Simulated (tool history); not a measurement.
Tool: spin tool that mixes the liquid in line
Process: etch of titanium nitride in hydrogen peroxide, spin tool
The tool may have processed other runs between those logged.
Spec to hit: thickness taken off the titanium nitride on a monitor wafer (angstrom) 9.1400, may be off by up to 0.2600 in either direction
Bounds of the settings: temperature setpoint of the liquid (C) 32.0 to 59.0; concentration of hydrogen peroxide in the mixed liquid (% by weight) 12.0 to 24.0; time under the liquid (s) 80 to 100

run  hour  temperature setpoint of the liquid (C)  concentration of hydrogen peroxide in the mixed liquid (% by weight)  time under the liquid (s)  thickness taken off the titanium nitride on a monitor wafer (angstrom)
  1   0.0                                    43.0                                                                  16.0                        100                                                                 12.9180
  2   4.1                                    43.0                                                                  16.0                         80                                                                 10.3230
  3   9.0                                    48.0                                                                  16.0                         80                                                                 14.8270
  4  13.7                                    47.0                                                                  16.0                         80                                                                 13.8860
  5  15.2                                    50.5                                                                  16.0                         80                                                                 17.9300
  6  19.8                                    55.5                                                                  16.0                         80                                                                 25.5260
  7  28.1                                    53.5                                                                  16.0                         80                                                                 22.2810
  8  31.1                                    51.5                                                                  16.0                         80                                                                 19.1010
  9  36.4                                    50.0                                                                  16.0                         80                                                                 17.2790
 10  43.8                                    48.5                                                                  16.0                         80                                                                 15.4510

Which single option among these 5 for the next run brings every result within its allowed miss of target? Just one does.
  A  51.2                                    41.0                                                                  15.0                         80                                                                       ?
  B  51.2                                    42.0                                                                  13.5                         80                                                                       ?
  C  51.2                                    57.0                                                                  16.0                        100                                                                       ?
  D  51.2                                    42.5                                                                  15.0                         80                                                                       ?
  E  51.2                                    40.0                                                                  21.0                         80                                                                       ?

move  thickness taken off the titanium nitride on a monitor wafer (angstrom)
   A                                                                  8.7465
   B                                                                  9.2324
   C                                                                 35.4820
   D                                                                  9.8037
   E                                                                  8.7018
A: takes the result that was furthest off past its target
B: each result inside its tolerance
C: lands further from the targets than the last run did
D: gains on the last run, yet a result remains outside its allowed miss
E: takes the result that was furthest off past its target
Move B is the one to make.
